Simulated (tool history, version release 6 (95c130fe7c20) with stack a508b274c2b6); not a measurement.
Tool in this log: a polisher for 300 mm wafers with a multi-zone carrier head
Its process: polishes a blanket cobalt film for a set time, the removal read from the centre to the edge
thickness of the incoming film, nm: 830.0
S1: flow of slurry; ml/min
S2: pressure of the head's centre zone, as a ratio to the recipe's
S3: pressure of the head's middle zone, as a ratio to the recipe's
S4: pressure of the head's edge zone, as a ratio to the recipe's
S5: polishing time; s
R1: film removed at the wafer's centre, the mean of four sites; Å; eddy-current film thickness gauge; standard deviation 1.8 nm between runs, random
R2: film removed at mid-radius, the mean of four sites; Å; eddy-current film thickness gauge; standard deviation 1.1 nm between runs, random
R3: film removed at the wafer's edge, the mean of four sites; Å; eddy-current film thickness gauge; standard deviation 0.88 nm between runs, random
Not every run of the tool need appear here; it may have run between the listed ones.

Run 1, day 0.000: S1 225 ml/min, S2 1.00, S3 1.00, S4 1.00, S5 65 s. Result: R1 2473.5 Å, R2 2392.2 Å, R3 2361.5 Å.
Run 2, day 0.212: S1 210 ml/min, S2 0.96, S3 0.97, S4 0.96, S5 54 s. Result: R1 1941.4 Å, R2 1940.5 Å, R3 1933.7 Å.
Run 3, day 0.542: S1 200 ml/min, S2 0.95, S3 0.94, S4 0.92, S5 47 s. Result: R1 1699.0 Å, R2 1603.8 Å, R3 1629.7 Å.
Run 4, day 0.667: S1 200 ml/min, S2 1.02, S3 0.94, S4 0.92, S5 47 s. Result: R1 1772.7 Å, R2 1619.4 Å, R3 1634.9 Å.
Run 5, day 1.029: S1 190 ml/min, S2 0.96, S3 0.93, S4 0.89, S5 44 s. Result: R1 1597.3 Å, R2 1492.3 Å, R3 1493.4 Å.
Run 6, day 1.200: S1 190 ml/min, S2 0.92, S3 0.93, S4 0.89, S5 44 s. Result: R1 1524.2 Å, R2 1505.0 Å, R3 1483.5 Å.
Run 7, day 1.379: S1 180 ml/min, S2 0.89, S3 0.90, S4 0.87, S5 44 s. Result: R1 1507.0 Å, R2 1420.2 Å, R3 1467.5 Å.

Run 8 comes next. What will it give?
Run 8, day 1.679: S1 170 ml/min, S2 0.86, S3 0.90, S4 0.86, S5 42 s. Result: R1 ?, R2 ?, R3 ?.

R1: 1374.0 Å
R2: 1355.1 Å
R3: 1371.4 Å

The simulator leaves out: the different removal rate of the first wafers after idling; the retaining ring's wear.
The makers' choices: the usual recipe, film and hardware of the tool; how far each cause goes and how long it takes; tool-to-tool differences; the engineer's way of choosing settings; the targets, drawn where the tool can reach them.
